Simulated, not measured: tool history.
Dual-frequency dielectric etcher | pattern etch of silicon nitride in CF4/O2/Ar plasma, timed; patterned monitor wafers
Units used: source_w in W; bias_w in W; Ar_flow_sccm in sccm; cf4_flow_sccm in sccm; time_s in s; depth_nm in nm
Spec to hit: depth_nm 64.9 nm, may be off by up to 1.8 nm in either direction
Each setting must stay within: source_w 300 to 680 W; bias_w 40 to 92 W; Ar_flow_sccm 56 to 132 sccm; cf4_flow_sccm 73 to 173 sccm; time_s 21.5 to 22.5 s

Run 1, hour 0: source_w 490 W, bias_w 66 W, Ar_flow_sccm 94 sccm, cf4_flow_sccm 123 sccm, time_s 21.5 s. Result: depth_nm 47.86 nm.
Run 2, hour 6.7: source_w 540 W, bias_w 66 W, Ar_flow_sccm 94 sccm, cf4_flow_sccm 123 sccm, time_s 21.5 s. Result: depth_nm 52.673 nm.
Run 3, hour 13.5: source_w 550 W, bias_w 66 W, Ar_flow_sccm 94 sccm, cf4_flow_sccm 123 sccm, time_s 21.5 s. Result: depth_nm 53.593 nm.
Run 4, hour 18.3: source_w 550 W, bias_w 66 W, Ar_flow_sccm 80 sccm, cf4_flow_sccm 123 sccm, time_s 21.5 s. Result: depth_nm 54.073 nm.
Run 5, hour 22.1: source_w 550 W, bias_w 62 W, Ar_flow_sccm 80 sccm, cf4_flow_sccm 123 sccm, time_s 21.5 s. Result: depth_nm 53.099 nm.
Run 6, hour 23.1: source_w 550 W, bias_w 62 W, Ar_flow_sccm 80 sccm, cf4_flow_sccm 104 sccm, time_s 21.5 s. Result: depth_nm 52.304 nm.
Run 7, hour 26.9: source_w 570 W, bias_w 62 W, Ar_flow_sccm 80 sccm, cf4_flow_sccm 104 sccm, time_s 21.5 s. Result: depth_nm 54.856 nm.
Run 8, hour 31: source_w 580 W, bias_w 62 W, Ar_flow_sccm 80 sccm, cf4_flow_sccm 104 sccm, time_s 21.5 s. Result: depth_nm 55.275 nm.
Run 9, hour 38.2: source_w 590 W, bias_w 62 W, Ar_flow_sccm 80 sccm, cf4_flow_sccm 104 sccm, time_s 21.5 s. Result: depth_nm 56.481 nm.
Run 10, hour 46.9: source_w 600 W, bias_w 62 W, Ar_flow_sccm 80 sccm, cf4_flow_sccm 104 sccm, time_s 21.5 s. Result: depth_nm 57.768 nm.
Run 11, hour 48.3: source_w 610 W, bias_w 62 W, Ar_flow_sccm 80 sccm, cf4_flow_sccm 104 sccm, time_s 21.5 s. Result: depth_nm 58.065 nm.
Run 12, hour 55.3: source_w 610 W, bias_w 62 W, Ar_flow_sccm 80 sccm, cf4_flow_sccm 104 sccm, time_s 21.5 s. Result: depth_nm 58.579 nm.
Run 13, hour 64.2: source_w 620 W, bias_w 62 W, Ar_flow_sccm 80 sccm, cf4_flow_sccm 104 sccm, time_s 21.5 s. Result: depth_nm 59.009 nm.

Consider the 4 candidate settings below. Which is the only one whose results all fall within their allowed miss of target?
Run A, hour 73.1: source_w 640 W, bias_w 66 W, Ar_flow_sccm 94 sccm, cf4_flow_sccm 89 sccm, time_s 21.5 s. Result: depth_nm ?.
Run B, hour 73.1: source_w 650 W, bias_w 64 W, Ar_flow_sccm 78 sccm, cf4_flow_sccm 103 sccm, time_s 22 s. Result: depth_nm ?.
Run C, hour 73.1: source_w 600 W, bias_w 62 W, Ar_flow_sccm 77 sccm, cf4_flow_sccm 83 sccm, time_s 22.5 s. Result: depth_nm ?.
Run D, hour 73.1: source_w 670 W, bias_w 65 W, Ar_flow_sccm 71 sccm, cf4_flow_sccm 106 sccm, time_s 22.5 s. Result: depth_nm ?.

move  depth_nm
   A     61.15
   B    64.688
   C    59.311
   D    69.334
A: closer than the last run, but not yet in spec
B: hits every target within its allowed miss
C: closer than the last run, but not yet in spec
D: the result that was furthest off in the last run now lies on the other side of its target
Go with B: it meets all targets.
